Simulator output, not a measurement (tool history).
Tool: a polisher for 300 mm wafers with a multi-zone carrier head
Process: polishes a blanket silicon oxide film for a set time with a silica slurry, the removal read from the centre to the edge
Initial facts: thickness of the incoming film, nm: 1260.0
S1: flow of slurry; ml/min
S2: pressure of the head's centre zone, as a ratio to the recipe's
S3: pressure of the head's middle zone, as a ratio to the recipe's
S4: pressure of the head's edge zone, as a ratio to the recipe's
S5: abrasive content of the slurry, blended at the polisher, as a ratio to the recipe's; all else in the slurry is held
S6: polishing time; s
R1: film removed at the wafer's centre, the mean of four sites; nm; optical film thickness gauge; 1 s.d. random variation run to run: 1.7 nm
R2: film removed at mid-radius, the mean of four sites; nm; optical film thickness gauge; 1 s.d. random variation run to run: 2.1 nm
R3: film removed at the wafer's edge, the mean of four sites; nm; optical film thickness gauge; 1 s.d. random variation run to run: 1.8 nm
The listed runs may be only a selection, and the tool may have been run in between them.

run,day,S1,S2,S3,S4,S5,S6,R1,R2,R3
1,0.000,250,1.00,1.00,1.00,1.0,32,116.620,114.500,111.65
2,0.250,250,0.94,1.00,1.00,1.0,32,108.500,114.180,111.76
3,0.283,250,0.94,1.00,1.00,0.8,32,100.760,105.880,102.20
4,0.425,250,0.94,0.93,1.00,0.8,32,97.638,98.994,103.08
5,0.567,250,0.94,0.90,1.00,0.8,32,101.450,96.190,103.68
6,0.596,255,0.95,0.95,1.02,1.0,32,110.120,112.040,113.91
7,0.858,265,0.97,0.97,1.05,1.1,32,118.200,117.980,120.53
8,1.079,270,0.98,1.00,1.06,1.2,32,121.060,128.130,125.81
9,1.162,285,1.07,1.04,1.10,1.4,32,140.360,135.770,137.44

What will run 10 give?
10,1.375,285,1.06,1.06,1.10,1.4,32,?,?,?

R1: 139.840 nm
R2: 143.390 nm
R3: 137.18 nm

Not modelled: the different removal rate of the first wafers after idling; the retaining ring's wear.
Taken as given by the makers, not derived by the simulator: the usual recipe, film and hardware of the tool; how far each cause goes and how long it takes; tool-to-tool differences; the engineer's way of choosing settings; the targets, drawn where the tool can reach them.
